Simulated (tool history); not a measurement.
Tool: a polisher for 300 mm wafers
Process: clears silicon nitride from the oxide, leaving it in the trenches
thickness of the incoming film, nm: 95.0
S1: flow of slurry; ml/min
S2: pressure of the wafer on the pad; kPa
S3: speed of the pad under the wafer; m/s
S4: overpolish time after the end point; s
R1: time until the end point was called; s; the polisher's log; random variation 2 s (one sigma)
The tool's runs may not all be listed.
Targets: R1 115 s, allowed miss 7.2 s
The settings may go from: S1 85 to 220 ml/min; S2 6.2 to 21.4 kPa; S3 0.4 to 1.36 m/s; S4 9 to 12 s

run,hour,S1,S2,S3,S4,R1
1,0,140,13.8,0.88,12,164.7
2,9,140,15.2,0.9,12,154.4
3,18,140,15.2,0.72,12,181.24
4,20.9,140,17.2,0.76,12,159.61
5,27.3,140,15.2,0.76,12,172.49
6,31.2,140,17.2,0.8,12,154.8
7,39.6,140,18.6,0.84,12,139.71
8,41.7,140,19.3,0.86,12,127.09
9,50.7,140,19.3,0.86,12,133.18
10,53.9,140,20,0.88,12,123.79

4 next moves are on the table. One of them brings every result within its allowed miss. Which?
A,57.1,135,16.5,1.12,12,?
B,57.1,125,18.6,0.84,9,?
C,57.1,165,20,0.76,12,?
D,57.1,130,20,0.8,12,?

move,R1
A,115.74
B,137.32
C,136.49
D,134.51
A: meets every target
B: further off than the last run
C: further off than the last run
D: further off than the last run
Answer: A
